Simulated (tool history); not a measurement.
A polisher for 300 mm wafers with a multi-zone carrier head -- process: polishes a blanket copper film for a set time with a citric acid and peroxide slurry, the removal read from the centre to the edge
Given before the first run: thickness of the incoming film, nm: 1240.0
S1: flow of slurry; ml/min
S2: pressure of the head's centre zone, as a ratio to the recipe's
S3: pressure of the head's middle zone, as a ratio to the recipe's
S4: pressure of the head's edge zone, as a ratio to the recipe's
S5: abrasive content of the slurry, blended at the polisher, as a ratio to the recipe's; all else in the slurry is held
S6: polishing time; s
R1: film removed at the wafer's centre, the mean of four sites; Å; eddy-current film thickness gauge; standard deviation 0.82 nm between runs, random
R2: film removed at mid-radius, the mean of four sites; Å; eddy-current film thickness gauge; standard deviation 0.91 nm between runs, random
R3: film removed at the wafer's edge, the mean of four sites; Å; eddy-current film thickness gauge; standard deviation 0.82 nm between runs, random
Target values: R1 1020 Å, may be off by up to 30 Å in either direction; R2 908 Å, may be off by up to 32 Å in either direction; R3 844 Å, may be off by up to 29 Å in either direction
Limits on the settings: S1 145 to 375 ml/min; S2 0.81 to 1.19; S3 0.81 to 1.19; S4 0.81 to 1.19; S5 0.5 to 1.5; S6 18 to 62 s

run  hour   S1    S2    S3    S4    S5  S6      R1      R2      R3
  1     0  240     1     1     1     1  40  1096.5  1113.3  1115.2
  2   4.7  240  1.03     1  0.95  0.85  39    1064    1065  1036.9
  3   5.7  240  1.06  0.99  0.92  0.75  38  1040.3  994.32   969.5
  4  10.2  240  1.06  1.07  0.92  0.75  38  1047.6  1077.9  971.53
  5  17.8  240  1.06  1.07  0.92   0.6  38  1016.9  1045.8  944.52
  6  26.7  240  1.06  1.15  0.92   0.6  38  1005.3  1085.2  938.57
  7  31.5  230  1.08   1.1   0.9  0.55  37  983.26  1033.2  892.43
  8  37.5  235   1.1  1.05  0.89  0.55  37  1009.1  956.79  892.19
  9  40.7  220  1.13  1.03  0.81   0.5  37  1027.3  949.45  842.97

Below are 5 possible settings for the next run. Only one of them brings all results inside the allowed miss of their targets. Which is it?
  A  43.9  145   1.1  1.06  0.81  0.5  40   ?   ?   ?
  B  43.9  205  1.12  1.09  0.81  0.5  39   ?   ?   ?
  C  43.9  255  1.15  1.14  0.81  0.7  35   ?   ?   ?
  D  43.9  230  1.13  1.05  0.84  0.5  37   ?   ?   ?
  E  43.9  240  1.14     1  0.84  0.5  36   ?   ?   ?

move      R1      R2      R3
   A    1008  997.12  879.33
   B  1049.7  1038.8  884.18
   C  1039.9  1038.2  845.02
   D  1018.5  966.39  860.71
   E  1004.3  906.08  840.75
A: lands further from the targets than the last run did
B: lands further from the targets than the last run did
C: lands further from the targets than the last run did
D: lands further from the targets than the last run did
E: all results in spec
E meets every target.

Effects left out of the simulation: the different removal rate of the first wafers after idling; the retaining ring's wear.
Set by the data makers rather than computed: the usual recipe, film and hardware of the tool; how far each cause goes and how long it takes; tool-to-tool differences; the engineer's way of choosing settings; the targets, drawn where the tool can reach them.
